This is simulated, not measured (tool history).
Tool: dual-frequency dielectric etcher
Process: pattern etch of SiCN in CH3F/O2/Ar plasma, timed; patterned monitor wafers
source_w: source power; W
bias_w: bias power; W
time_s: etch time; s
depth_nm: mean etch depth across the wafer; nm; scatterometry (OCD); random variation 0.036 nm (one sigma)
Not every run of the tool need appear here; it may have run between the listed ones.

{"run": 1, "hour": 0.0, "source_w": 280, "bias_w": 68, "time_s": 41.5, "depth_nm": 13.279}
{"run": 2, "hour": 4.4, "source_w": 280, "bias_w": 64, "time_s": 41.5, "depth_nm": 12.96}
{"run": 3, "hour": 9.4, "source_w": 260, "bias_w": 60, "time_s": 41.5, "depth_nm": 12.121}
{"run": 4, "hour": 15.9, "source_w": 260, "bias_w": 60, "time_s": 38, "depth_nm": 11.14}
{"run": 5, "hour": 16.7, "source_w": 260, "bias_w": 60, "time_s": 41.5, "depth_nm": 12.153}
{"run": 6, "hour": 24.1, "source_w": 290, "bias_w": 60, "time_s": 41.5, "depth_nm": 12.85}

Forecast run 7:
{"run": 7, "hour": 32.5, "source_w": 270, "bias_w": 60, "time_s": 41.5, "depth_nm": "?"}

{"run 7": {"depth_nm": 12.277}}
